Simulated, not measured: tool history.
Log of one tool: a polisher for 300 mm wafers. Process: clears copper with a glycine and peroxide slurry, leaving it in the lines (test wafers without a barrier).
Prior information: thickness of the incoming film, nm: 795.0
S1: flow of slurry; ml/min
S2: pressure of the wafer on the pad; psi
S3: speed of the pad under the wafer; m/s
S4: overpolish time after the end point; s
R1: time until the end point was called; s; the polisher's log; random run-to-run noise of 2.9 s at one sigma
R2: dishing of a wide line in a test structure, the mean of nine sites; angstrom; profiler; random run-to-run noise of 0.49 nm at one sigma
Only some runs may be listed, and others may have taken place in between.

run  hour   S1   S2    S3  S4      R1      R2
  1   0.0  170  2.7  1.04  22  129.30  798.39
  2   4.5  145  2.2  1.04  17  161.43  569.69
  3   9.8  130  1.9  1.10  14  174.95  431.10
  4  12.4  120  1.7  1.16  12  187.68  335.47
  5  21.2  120  1.7  0.96  12  205.47  322.83
  6  23.3  100  1.7  0.96  12  214.90  319.81

Run 7 is up next; what results do you expect?
  7  25.0  100  1.6  1.10  10   ?   ?

For run 7 the tool returned R1 205.85 s, R2 275.97 angstrom.

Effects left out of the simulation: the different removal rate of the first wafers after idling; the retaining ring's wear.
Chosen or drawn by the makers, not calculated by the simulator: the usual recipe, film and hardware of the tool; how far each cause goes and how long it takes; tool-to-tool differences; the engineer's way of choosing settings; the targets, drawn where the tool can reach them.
